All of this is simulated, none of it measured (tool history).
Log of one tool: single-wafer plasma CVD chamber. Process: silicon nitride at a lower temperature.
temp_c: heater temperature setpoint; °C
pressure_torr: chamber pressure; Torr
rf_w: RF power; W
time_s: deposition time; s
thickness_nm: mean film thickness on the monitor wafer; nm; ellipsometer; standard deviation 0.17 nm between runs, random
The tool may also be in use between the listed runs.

| run | hour | temp_c | pressure_torr | rf_w | time_s | thickness_nm |
|---|---|---|---|---|---|---|
| 1 | 0.0 | 345 | 1.97 | 400 | 23.5 | 37.200 |
| 2 | 5.1 | 345 | 1.97 | 425 | 23.5 | 38.269 |
| 3 | 7.7 | 345 | 1.77 | 425 | 23.5 | 37.586 |
| 4 | 9.7 | 345 | 1.77 | 380 | 23.5 | 35.131 |
| 5 | 14.0 | 345 | 2.11 | 380 | 23.5 | 36.942 |
| 6 | 22.0 | 345 | 2.06 | 375 | 23.5 | 36.376 |
| 7 | 27.2 | 345 | 2.01 | 375 | 23.5 | 36.172 |
| 8 | 33.2 | 345 | 1.97 | 375 | 23.5 | 35.873 |
| 9 | 34.8 | 345 | 1.93 | 375 | 23.5 | 35.868 |
| 10 | 35.8 | 345 | 1.89 | 375 | 23.5 | 35.376 |
| 11 | 41.1 | 345 | 1.86 | 375 | 23.5 | 35.104 |
| 12 | 45.0 | 345 | 1.84 | 375 | 23.5 | 35.462 |

What will run 13 give?
| 13 | 47.5 | 345 | 1.81 | 375 | 23.5 | ? |

{"run 13": {"thickness_nm": 35.448}}

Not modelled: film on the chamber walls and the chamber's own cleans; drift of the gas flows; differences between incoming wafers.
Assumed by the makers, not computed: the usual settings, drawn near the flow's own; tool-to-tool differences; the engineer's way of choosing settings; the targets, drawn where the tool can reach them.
